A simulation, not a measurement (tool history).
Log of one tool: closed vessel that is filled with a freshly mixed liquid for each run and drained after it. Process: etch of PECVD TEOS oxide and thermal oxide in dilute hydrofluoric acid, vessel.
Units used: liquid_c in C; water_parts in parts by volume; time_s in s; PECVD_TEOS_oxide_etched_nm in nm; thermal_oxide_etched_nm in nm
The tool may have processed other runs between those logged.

{"run": 1, "day": 0.0, "liquid_c": 22.0, "water_parts": 75, "time_s": 85, "PECVD_TEOS_oxide_etched_nm": 21.061, "thermal_oxide_etched_nm": 5.5566}
{"run": 2, "day": 0.267, "liquid_c": 20.5, "water_parts": 80, "time_s": 85, "PECVD_TEOS_oxide_etched_nm": 18.826, "thermal_oxide_etched_nm": 4.9215}
{"run": 3, "day": 0.354, "liquid_c": 20.5, "water_parts": 70, "time_s": 85, "PECVD_TEOS_oxide_etched_nm": 21.331, "thermal_oxide_etched_nm": 5.7157}
{"run": 4, "day": 0.458, "liquid_c": 18.5, "water_parts": 70, "time_s": 85, "PECVD_TEOS_oxide_etched_nm": 19.693, "thermal_oxide_etched_nm": 5.2671}
{"run": 5, "day": 0.696, "liquid_c": 18.5, "water_parts": 60, "time_s": 85, "PECVD_TEOS_oxide_etched_nm": 22.825, "thermal_oxide_etched_nm": 6.0762}
{"run": 6, "day": 0.942, "liquid_c": 18.0, "water_parts": 70, "time_s": 85, "PECVD_TEOS_oxide_etched_nm": 19.107, "thermal_oxide_etched_nm": 5.2388}
{"run": 7, "day": 1.308, "liquid_c": 18.5, "water_parts": 75, "time_s": 85, "PECVD_TEOS_oxide_etched_nm": 18.065, "thermal_oxide_etched_nm": 4.8622}
{"run": 8, "day": 1.396, "liquid_c": 18.0, "water_parts": 80, "time_s": 85, "PECVD_TEOS_oxide_etched_nm": 16.403, "thermal_oxide_etched_nm": 4.3861}

What does the tool deliver on the next run?
{"run": 9, "day": 1.483, "liquid_c": 18.0, "water_parts": 80, "time_s": 85, "PECVD_TEOS_oxide_etched_nm": "?", "thermal_oxide_etched_nm": "?"}

{"run 9": {"PECVD_TEOS_oxide_etched_nm": 16.674, "thermal_oxide_etched_nm": 4.3953}}
